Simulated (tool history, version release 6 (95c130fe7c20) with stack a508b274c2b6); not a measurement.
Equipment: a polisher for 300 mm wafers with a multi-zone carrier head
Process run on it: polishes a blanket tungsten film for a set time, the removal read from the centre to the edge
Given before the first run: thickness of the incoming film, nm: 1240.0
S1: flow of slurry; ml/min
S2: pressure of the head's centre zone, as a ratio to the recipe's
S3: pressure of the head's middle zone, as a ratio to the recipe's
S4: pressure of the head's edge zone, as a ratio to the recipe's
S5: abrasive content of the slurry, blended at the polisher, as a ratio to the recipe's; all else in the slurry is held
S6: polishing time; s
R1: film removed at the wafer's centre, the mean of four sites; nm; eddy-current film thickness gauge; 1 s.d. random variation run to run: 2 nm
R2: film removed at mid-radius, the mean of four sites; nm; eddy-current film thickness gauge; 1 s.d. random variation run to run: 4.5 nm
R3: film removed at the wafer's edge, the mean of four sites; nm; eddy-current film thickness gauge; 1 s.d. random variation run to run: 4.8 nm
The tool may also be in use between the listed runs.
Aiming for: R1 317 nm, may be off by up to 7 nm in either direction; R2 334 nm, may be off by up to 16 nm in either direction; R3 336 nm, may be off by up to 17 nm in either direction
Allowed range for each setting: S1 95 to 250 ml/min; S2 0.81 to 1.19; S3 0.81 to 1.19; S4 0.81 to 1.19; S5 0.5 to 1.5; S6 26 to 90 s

run  hour   S1    S2    S3    S4    S5  S6      R1      R2      R3
  1     0  160     1     1     1     1  58  250.71  252.08  249.35
  2   7.7  175     1     1     1     1  58  253.52  256.94  243.45
  3  16.5  175     1  0.93     1     1  58  257.29  240.69  254.54
  4  25.4  170     1  0.95  1.02   1.1  59  263.66  254.55  267.81
  5  25.9  185     1  0.95  1.02   1.1  59  264.65  254.63  268.26
  6  26.7  185  1.01  0.97  1.04  1.15  60  277.81  267.76  277.26
  7  35.1  185  1.01  0.98  1.05   1.2  61  285.09  279.91  288.72
  8  40.8  185  1.01  0.99  1.06  1.25  61  285.75  284.79  287.39

5 next moves are on the table. One of them brings every result within its allowed miss. Which?
  A  46.5  220  1.09  1.06  0.99  1.4  61   ?   ?   ?
  B  46.5  195  0.86  0.92  1.06  1.5  73   ?   ?   ?
  C  46.5  185  1.15  0.86  1.05  1.3  56   ?   ?   ?
  D  46.5  145  0.93  0.98  0.96  0.9  82   ?   ?   ?
  E  46.5  205  1.16  1.13  0.94  1.3  57   ?   ?   ?

move      R1      R2      R3
   A  328.41  315.61  293.95
   B   309.4  336.37  366.68
   C  304.28  233.36  268.86
   D  315.67  335.88  334.65
   E  317.74     303   261.1
A: pushes the last run's worst result past its target
B: nearer the targets than the last run, but a result is still out of spec
C: the biggest miss grows against the last run
D: in spec on every target
E: brings the result that was furthest off to its target, and leaves another outside
D meets every target.
